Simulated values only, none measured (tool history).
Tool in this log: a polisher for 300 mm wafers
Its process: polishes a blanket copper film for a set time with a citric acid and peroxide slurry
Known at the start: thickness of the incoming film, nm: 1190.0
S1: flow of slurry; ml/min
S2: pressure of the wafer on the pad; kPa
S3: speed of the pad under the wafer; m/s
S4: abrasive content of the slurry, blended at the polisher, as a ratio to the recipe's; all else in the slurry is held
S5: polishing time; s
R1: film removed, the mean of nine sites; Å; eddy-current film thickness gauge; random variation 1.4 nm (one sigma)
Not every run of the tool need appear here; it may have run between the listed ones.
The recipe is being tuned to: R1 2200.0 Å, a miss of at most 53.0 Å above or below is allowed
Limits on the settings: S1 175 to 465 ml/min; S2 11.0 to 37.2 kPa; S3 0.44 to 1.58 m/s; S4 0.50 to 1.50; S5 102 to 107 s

Run 1, hour 0.0: S1 295 ml/min, S2 24.1 kPa, S3 1.00 m/s, S4 1.00, S5 102 s. Result: R1 3189.4 Å.
Run 2, hour 5.5: S1 295 ml/min, S2 22.8 kPa, S3 1.00 m/s, S4 1.00, S5 102 s. Result: R1 3024.7 Å.
Run 3, hour 6.9: S1 295 ml/min, S2 22.1 kPa, S3 1.00 m/s, S4 1.00, S5 102 s. Result: R1 2937.5 Å.
Run 4, hour 8.6: S1 265 ml/min, S2 22.1 kPa, S3 1.00 m/s, S4 1.00, S5 102 s. Result: R1 2908.3 Å.
Run 5, hour 12.9: S1 265 ml/min, S2 21.4 kPa, S3 1.00 m/s, S4 1.00, S5 102 s. Result: R1 2808.1 Å.
Run 6, hour 16.1: S1 265 ml/min, S2 21.4 kPa, S3 1.00 m/s, S4 1.00, S5 107 s. Result: R1 2994.4 Å.
Run 7, hour 21.5: S1 260 ml/min, S2 20.7 kPa, S3 1.00 m/s, S4 1.00, S5 107 s. Result: R1 2810.5 Å.
Run 8, hour 25.4: S1 255 ml/min, S2 20.0 kPa, S3 1.00 m/s, S4 1.00, S5 107 s. Result: R1 2749.3 Å.
Run 9, hour 26.6: S1 250 ml/min, S2 19.3 kPa, S3 1.00 m/s, S4 1.00, S5 107 s. Result: R1 2644.7 Å.
Run 10, hour 28.7: S1 245 ml/min, S2 18.6 kPa, S3 1.00 m/s, S4 1.00, S5 107 s. Result: R1 2572.4 Å.
Run 11, hour 32.9: S1 240 ml/min, S2 17.9 kPa, S3 1.00 m/s, S4 1.00, S5 107 s. Result: R1 2462.2 Å.
Run 12, hour 36.3: S1 235 ml/min, S2 17.9 kPa, S3 1.00 m/s, S4 1.00, S5 107 s. Result: R1 2461.0 Å.
Run 13, hour 38.4: S1 230 ml/min, S2 17.9 kPa, S3 1.00 m/s, S4 1.00, S5 107 s. Result: R1 2460.7 Å.
Run 14, hour 39.0: S1 225 ml/min, S2 14.5 kPa, S3 1.00 m/s, S4 1.00, S5 107 s. Result: R1 2017.2 Å.

Exactly one of the 4 candidate moves below puts every result within its allowed miss. Which one?
Run A, hour 39.6: S1 285 ml/min, S2 14.5 kPa, S3 0.98 m/s, S4 1.05, S5 102 s. Result: R1 ?.
Run B, hour 39.6: S1 220 ml/min, S2 14.5 kPa, S3 0.98 m/s, S4 1.05, S5 102 s. Result: R1 ?.
Run C, hour 39.6: S1 240 ml/min, S2 20.0 kPa, S3 0.74 m/s, S4 1.35, S5 107 s. Result: R1 ?.
Run D, hour 39.6: S1 270 ml/min, S2 13.1 kPa, S3 1.08 m/s, S4 0.85, S5 104 s. Result: R1 ?.

move      R1
   A  1939.3
   B  1879.0
   C  2194.7
   D  1872.7
A: its largest miss is bigger than the last run's
B: its largest miss is bigger than the last run's
C: all results in spec
D: its largest miss is bigger than the last run's
Answer: C
